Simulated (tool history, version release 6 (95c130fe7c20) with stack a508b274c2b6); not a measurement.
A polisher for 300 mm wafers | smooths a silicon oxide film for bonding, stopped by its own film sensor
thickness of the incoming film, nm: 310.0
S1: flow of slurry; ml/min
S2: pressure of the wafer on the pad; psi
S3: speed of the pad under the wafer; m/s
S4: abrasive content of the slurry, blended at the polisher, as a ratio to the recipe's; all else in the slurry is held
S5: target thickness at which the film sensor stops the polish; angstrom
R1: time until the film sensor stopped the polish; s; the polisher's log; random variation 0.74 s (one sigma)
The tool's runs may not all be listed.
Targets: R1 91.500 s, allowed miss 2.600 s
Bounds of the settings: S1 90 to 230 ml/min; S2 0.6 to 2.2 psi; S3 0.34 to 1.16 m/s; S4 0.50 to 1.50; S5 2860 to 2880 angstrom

| run | hour | S1 | S2 | S3 | S4 | S5 | R1 |
|---|---|---|---|---|---|---|---|
| 1 | 0.0 | 150 | 1.4 | 0.74 | 1.00 | 2860 | 70.829 |
| 2 | 3.5 | 150 | 1.4 | 0.86 | 1.00 | 2860 | 63.525 |
| 3 | 9.0 | 145 | 1.3 | 0.86 | 1.00 | 2860 | 69.541 |
| 4 | 14.3 | 140 | 1.2 | 0.86 | 1.00 | 2860 | 74.948 |
| 5 | 16.3 | 135 | 1.1 | 0.86 | 1.00 | 2860 | 81.275 |
| 6 | 20.9 | 130 | 1.1 | 0.86 | 1.00 | 2860 | 82.387 |
| 7 | 23.6 | 125 | 1.1 | 0.86 | 1.00 | 2860 | 82.977 |
| 8 | 25.5 | 120 | 1.1 | 0.86 | 1.00 | 2860 | 83.516 |
| 9 | 26.0 | 115 | 1.1 | 0.86 | 1.00 | 2860 | 85.018 |
| 10 | 29.9 | 110 | 1.1 | 0.86 | 1.00 | 2860 | 86.086 |
| 11 | 33.9 | 105 | 1.1 | 0.86 | 1.00 | 2860 | 88.058 |

Which of these 5 next moves meets every target?
| A | 37.9 | 100 | 1.0 | 0.90 | 1.10 | 2880 | ? |
| B | 37.9 | 95 | 0.9 | 1.02 | 0.95 | 2880 | ? |
| C | 37.9 | 130 | 1.0 | 1.06 | 0.90 | 2860 | ? |
| D | 37.9 | 105 | 1.1 | 0.84 | 1.00 | 2870 | ? |
| E | 37.9 | 100 | 1.1 | 0.84 | 1.05 | 2870 | ? |

| move | R1 |
|---|---|
| A | 84.278 |
| B | 92.165 |
| C | 83.444 |
| D | 86.125 |
| E | 85.714 |
A: further off than the last run
B: meets every target
C: further off than the last run
D: further off than the last run
E: further off than the last run
Answer: B

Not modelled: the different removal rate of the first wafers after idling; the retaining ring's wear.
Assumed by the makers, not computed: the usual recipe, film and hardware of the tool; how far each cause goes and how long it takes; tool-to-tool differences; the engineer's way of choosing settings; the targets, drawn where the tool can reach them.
